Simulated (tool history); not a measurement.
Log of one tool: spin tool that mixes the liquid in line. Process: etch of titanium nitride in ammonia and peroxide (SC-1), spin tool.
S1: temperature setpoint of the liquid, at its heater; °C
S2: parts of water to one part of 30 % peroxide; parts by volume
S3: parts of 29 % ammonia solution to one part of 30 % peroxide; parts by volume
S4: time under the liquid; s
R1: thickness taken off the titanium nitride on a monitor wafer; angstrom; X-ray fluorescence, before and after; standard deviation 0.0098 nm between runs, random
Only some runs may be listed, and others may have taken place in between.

run,hour,S1,S2,S3,S4,R1
1,0,47,12.5,0.7,95,25.418
2,3.1,47,12.5,0.7,70,18.961
3,4.7,45.5,12.5,0.7,70,17.049
4,10.4,45.5,16.5,0.7,70,14.654
5,16.1,45.5,16.5,0.95,70,15.231
6,20.4,45.5,16.5,0.95,70,15.54

Expected results for the next run?
7,27.7,45,16.5,0.95,70,?

Run 7 produced R1 14.775 angstrom.
